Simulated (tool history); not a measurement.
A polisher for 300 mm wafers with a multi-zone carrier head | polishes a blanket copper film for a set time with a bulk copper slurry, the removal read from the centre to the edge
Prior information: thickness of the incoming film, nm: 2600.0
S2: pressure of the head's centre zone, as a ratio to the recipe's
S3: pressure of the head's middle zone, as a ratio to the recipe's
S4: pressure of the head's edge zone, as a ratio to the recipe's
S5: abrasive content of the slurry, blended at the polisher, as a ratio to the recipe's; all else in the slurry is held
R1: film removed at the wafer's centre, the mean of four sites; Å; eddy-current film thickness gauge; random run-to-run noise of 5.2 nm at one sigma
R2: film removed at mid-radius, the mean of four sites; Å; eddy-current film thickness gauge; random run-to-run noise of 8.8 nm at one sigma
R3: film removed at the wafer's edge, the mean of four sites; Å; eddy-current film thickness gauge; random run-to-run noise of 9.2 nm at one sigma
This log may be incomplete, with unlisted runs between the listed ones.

run 1 hour=0 | flow_of_slurry_(ml/min)=265 S2=1 S3=1 S4=1 S5=1 polishing_time_(s)=52 | R1=5977.4 R2=5980 R3=5957.8
run 2 hour=7.9 | flow_of_slurry_(ml/min)=265 S2=1 S3=1 S4=1 S5=1 polishing_time_(s)=45 | R1=5183.2 R2=5218.1 R3=5287.1
run 3 hour=16.8 | flow_of_slurry_(ml/min)=295 S2=1 S3=1 S4=1 S5=1 polishing_time_(s)=45 | R1=5249.4 R2=5057.7 R3=5171.4
run 4 hour=20.2 | flow_of_slurry_(ml/min)=295 S2=1 S3=1 S4=1 S5=1 polishing_time_(s)=40 | R1=4590.9 R2=4637.4 R3=4650.7
run 5 hour=20.9 | flow_of_slurry_(ml/min)=295 S2=1.06 S3=1 S4=1 S5=1 polishing_time_(s)=40 | R1=4901.6 R2=4591.2 R3=4618.5
run 6 hour=21.5 | flow_of_slurry_(ml/min)=295 S2=1.06 S3=1 S4=1 S5=1 polishing_time_(s)=35 | R1=4308.5 R2=3948.9 R3=4061.9
run 7 hour=29.7 | flow_of_slurry_(ml/min)=290 S2=1.07 S3=1.01 S4=1.02 S5=1.1 polishing_time_(s)=39 | R1=4956.2 R2=4687.3 R3=4698.1
run 8 hour=31.4 | flow_of_slurry_(ml/min)=340 S2=1.17 S3=0.98 S4=1.12 S5=1.35 polishing_time_(s)=51 | R1=7507.7 R2=6236.5 R3=6756.3
run 9 hour=37.2 | flow_of_slurry_(ml/min)=345 S2=1.17 S3=1 S4=1.13 S5=1.4 polishing_time_(s)=51 | R1=7520 R2=6447.2 R3=6742.1
run 10 hour=44.3 | flow_of_slurry_(ml/min)=345 S2=1.17 S3=1.01 S4=1.14 S5=1.4 polishing_time_(s)=52 | R1=7713.8 R2=6565.6 R3=6979.2
run 11 hour=49.8 | flow_of_slurry_(ml/min)=350 S2=1.17 S3=1.02 S4=1.15 S5=1.4 polishing_time_(s)=53 | R1=7832.5 R2=6892.8 R3=7036.3
run 12 hour=55.2 | flow_of_slurry_(ml/min)=350 S2=1.17 S3=1.02 S4=1.15 S5=1.4 polishing_time_(s)=53 | R1=7740.3 R2=6943.8 R3=7152.9
run 13 hour=58.7 | flow_of_slurry_(ml/min)=355 S2=1.17 S3=1.02 S4=1.15 S5=1.4 polishing_time_(s)=53 | R1=7905.2 R2=6855.9 R3=7285.5
run 14 hour=61.2 | flow_of_slurry_(ml/min)=360 S2=1.17 S3=1.03 S4=1.15 S5=1.4 polishing_time_(s)=53 | R1=7857.3 R2=6870.7 R3=7045.7
run 15 hour=62.8 | flow_of_slurry_(ml/min)=355 S2=1.17 S3=1.03 S4=1.15 S5=1.4 polishing_time_(s)=53 | R1=7848.7 R2=6807.1 R3=7119.7
run 16 hour=65.1 | flow_of_slurry_(ml/min)=355 S2=1.17 S3=1.04 S4=1.15 S5=1.4 polishing_time_(s)=53 | R1=7927 R2=6955.9 R3=7305.8

What does the tool deliver on the next run?
run 17 hour=72.8 | flow_of_slurry_(ml/min)=360 S2=1.17 S3=1.06 S4=1.14 S5=1.4 polishing_time_(s)=53 | R1=? R2=? R3=?

R1: 7957.6 Å
R2: 7172.9 Å
R3: 7063.9 Å
